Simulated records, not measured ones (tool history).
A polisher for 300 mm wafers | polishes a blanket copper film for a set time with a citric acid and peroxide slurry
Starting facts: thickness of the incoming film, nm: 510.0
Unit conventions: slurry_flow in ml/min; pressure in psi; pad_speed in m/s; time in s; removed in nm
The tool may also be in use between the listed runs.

run,hour,slurry_flow,pressure,pad_speed,slurry_solids,time,removed
1,0.0,245,3.4,1.12,1.0,47,120.440
2,4.6,240,3.2,1.12,1.0,47,110.640
3,5.7,180,3.2,1.12,1.0,47,108.410
4,11.4,180,3.1,1.12,1.0,47,105.270
5,12.4,180,3.1,0.86,1.0,47,83.655
6,21.0,185,3.1,0.86,1.0,47,83.549
7,22.1,190,3.1,0.86,1.0,47,83.519
8,30.4,195,3.1,0.86,1.0,47,83.267

Predict the results of run 9:
9,31.9,200,3.1,0.86,1.0,47,?

removed: 83.410 nm
